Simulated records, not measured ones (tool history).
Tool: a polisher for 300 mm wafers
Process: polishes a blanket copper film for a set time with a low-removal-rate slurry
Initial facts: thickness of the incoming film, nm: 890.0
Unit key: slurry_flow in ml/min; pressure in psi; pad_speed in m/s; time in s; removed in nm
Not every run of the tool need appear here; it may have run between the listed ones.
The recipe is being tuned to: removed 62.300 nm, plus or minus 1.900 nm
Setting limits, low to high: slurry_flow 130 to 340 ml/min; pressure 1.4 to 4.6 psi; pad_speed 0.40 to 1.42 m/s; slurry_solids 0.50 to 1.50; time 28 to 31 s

| run | day | slurry_flow | pressure | pad_speed | slurry_solids | time | removed |
|---|---|---|---|---|---|---|---|
| 1 | 0.000 | 220 | 3.0 | 0.90 | 1.00 | 31 | 97.259 |
| 2 | 0.296 | 220 | 3.0 | 0.90 | 1.00 | 31 | 98.648 |
| 3 | 0.358 | 220 | 3.5 | 0.90 | 1.00 | 31 | 111.680 |
| 4 | 0.588 | 220 | 2.9 | 0.90 | 1.00 | 31 | 94.685 |
| 5 | 0.817 | 220 | 2.9 | 1.10 | 1.00 | 31 | 114.100 |
| 6 | 0.854 | 220 | 2.6 | 1.06 | 1.00 | 31 | 97.762 |
| 7 | 1.050 | 220 | 2.4 | 1.06 | 1.00 | 31 | 91.269 |
| 8 | 1.342 | 220 | 2.2 | 1.06 | 1.00 | 31 | 86.673 |
| 9 | 1.408 | 210 | 1.4 | 0.98 | 1.00 | 31 | 53.952 |
| 10 | 1.554 | 220 | 1.4 | 0.98 | 1.00 | 31 | 53.709 |
| 11 | 1.775 | 220 | 1.5 | 0.98 | 1.00 | 31 | 57.589 |
| 12 | 1.846 | 230 | 1.5 | 0.98 | 1.00 | 31 | 58.022 |
| 13 | 1.867 | 235 | 1.5 | 0.98 | 1.00 | 31 | 58.296 |
| 14 | 2.012 | 240 | 1.5 | 0.98 | 1.00 | 31 | 58.208 |

Consider the 4 candidate settings below. Which is the only one whose results all fall within their allowed miss of target?
| A | 2.158 | 220 | 1.4 | 1.00 | 0.95 | 30 | ? |
| B | 2.158 | 245 | 1.6 | 0.94 | 0.95 | 31 | ? |
| C | 2.158 | 250 | 1.5 | 1.02 | 1.00 | 30 | ? |
| D | 2.158 | 220 | 2.2 | 0.80 | 1.20 | 28 | ? |

| move | removed |
|---|---|
| A | 52.440 |
| B | 57.875 |
| C | 57.771 |
| D | 61.503 |
A: further off than the last run
B: further off than the last run
C: further off than the last run
D: in spec on every target
So the answer is move D, the one that meets all the targets.
